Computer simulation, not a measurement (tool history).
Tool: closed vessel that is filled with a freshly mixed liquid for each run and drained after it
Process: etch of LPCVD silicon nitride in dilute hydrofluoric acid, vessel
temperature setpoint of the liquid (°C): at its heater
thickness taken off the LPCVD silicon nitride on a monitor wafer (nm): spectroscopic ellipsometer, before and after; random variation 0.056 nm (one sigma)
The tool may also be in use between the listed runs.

run  hour  temperature setpoint of the liquid (°C)  parts of water to one part of 49 % hydrofluoric acid (parts by volume)  time in the liquid (s)  thickness taken off the LPCVD silicon nitride on a monitor wafer (nm)
  1   0.0                                     21.0                                                                      80                     555                                                                 3.3243
  2   1.9                                     23.5                                                                      75                     555                                                                 4.1572
  3   3.1                                     25.5                                                                      70                     555                                                                 5.1046
  4   6.0                                     25.5                                                                      70                     555                                                                 5.0581
  5  12.0                                     25.5                                                                      90                     555                                                                 3.9494
  6  13.2                                     26.5                                                                      80                     555                                                                 4.7733

Forecast run 7:
  7  18.1                                     27.5                                                                      75                     555                                                                      ?

Run 7 gave thickness taken off the LPCVD silicon nitride on a monitor wafer (nm) 5.3895.

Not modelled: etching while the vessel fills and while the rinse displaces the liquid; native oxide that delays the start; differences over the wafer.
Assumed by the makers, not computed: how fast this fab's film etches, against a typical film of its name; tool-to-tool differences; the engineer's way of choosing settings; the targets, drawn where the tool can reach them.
